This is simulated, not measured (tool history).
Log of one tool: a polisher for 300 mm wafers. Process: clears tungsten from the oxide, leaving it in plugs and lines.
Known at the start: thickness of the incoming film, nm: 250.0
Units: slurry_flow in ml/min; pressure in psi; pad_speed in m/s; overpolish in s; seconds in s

run	hour	slurry_flow	pressure	pad_speed	slurry_solids	overpolish	seconds
1	0	200	4.4	0.98	1	7	42.709
2	6.6	200	4.4	1.08	1	7	38.833
3	9.5	200	4	1.08	1	7	42.873
4	17.9	220	4	1.08	1	7	41.295
5	25.9	210	3.7	1.08	1	7	44.884
6	27.5	210	3.7	1.08	1	6	45.122

The next listed run, before its measurement:
7	34.8	200	3.5	1.08	1	6	?

seconds: 48.3 s

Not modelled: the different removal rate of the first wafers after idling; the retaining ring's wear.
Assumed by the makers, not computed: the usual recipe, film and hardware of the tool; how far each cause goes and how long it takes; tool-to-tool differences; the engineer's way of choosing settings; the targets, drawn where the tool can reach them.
